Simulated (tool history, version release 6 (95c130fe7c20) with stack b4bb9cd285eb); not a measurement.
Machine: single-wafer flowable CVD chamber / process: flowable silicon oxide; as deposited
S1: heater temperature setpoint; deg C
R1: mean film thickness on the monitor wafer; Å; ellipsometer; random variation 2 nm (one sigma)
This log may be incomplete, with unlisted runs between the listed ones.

{"run": 1, "hour": 0.0, "S1": 95, "chamber pressure (Torr)": 0.68, "RF power (kW)": 2.375, "deposition time (s)": 641, "R1": 4028.6}
{"run": 2, "hour": 6.6, "S1": 96, "chamber pressure (Torr)": 0.68, "RF power (kW)": 2.375, "deposition time (s)": 641, "R1": 3908.2}
{"run": 3, "hour": 14.6, "S1": 106, "chamber pressure (Torr)": 0.68, "RF power (kW)": 2.375, "deposition time (s)": 641, "R1": 2640.1}
{"run": 4, "hour": 22.5, "S1": 114, "chamber pressure (Torr)": 0.68, "RF power (kW)": 2.375, "deposition time (s)": 641, "R1": 1988.9}
{"run": 5, "hour": 23.7, "S1": 111, "chamber pressure (Torr)": 0.68, "RF power (kW)": 2.375, "deposition time (s)": 641, "R1": 2196.1}
{"hour": 31.3, "done": "RF generator calibrated"}
{"run": 6, "hour": 31.3, "S1": 118, "chamber pressure (Torr)": 0.68, "RF power (kW)": 2.375, "deposition time (s)": 641, "R1": 1751.8}

Predict the results of run 7:
{"run": 7, "hour": 32.7, "S1": 114, "chamber pressure (Torr)": 0.68, "RF power (kW)": 2.375, "deposition time (s)": 641, "R1": "?"}

{"run 7": {"R1": 2029.5}}

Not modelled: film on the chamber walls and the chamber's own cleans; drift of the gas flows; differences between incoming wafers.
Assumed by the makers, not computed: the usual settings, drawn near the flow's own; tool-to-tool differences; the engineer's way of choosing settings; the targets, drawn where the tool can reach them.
